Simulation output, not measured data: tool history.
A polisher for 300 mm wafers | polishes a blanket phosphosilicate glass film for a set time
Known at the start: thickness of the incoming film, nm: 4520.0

run  hour  flow of slurry (ml/min)  pressure of the wafer on the pad (psi)  speed of the pad under the wafer (m/s)  abrasive content of the slurry  polishing time (s)  film removed (nm)
  1   0.0                      285                                     3.9                                    1.20                             1.0                  63             889.33
  2   2.0                      285                                     3.9                                    1.20                             1.0                  57             792.19
  3  10.2                      285                                     3.8                                    1.20                             1.0                  57             777.65
  4  17.6                      285                                     3.8                                    1.02                             1.0                  57             682.44
  5  22.5                      320                                     3.8                                    1.02                             1.0                  57             693.38
  6  26.7                      315                                     3.7                                    1.02                             1.0                  57             667.06
  7  30.3                      315                                     3.6                                    1.02                             1.0                  57             663.03

Run 8 has not been measured yet. What should we expect?
  8  36.9                      310                                     3.6                                    1.02                             1.0                  57                  ?

Logged for run 8: film removed (nm) 669.59.

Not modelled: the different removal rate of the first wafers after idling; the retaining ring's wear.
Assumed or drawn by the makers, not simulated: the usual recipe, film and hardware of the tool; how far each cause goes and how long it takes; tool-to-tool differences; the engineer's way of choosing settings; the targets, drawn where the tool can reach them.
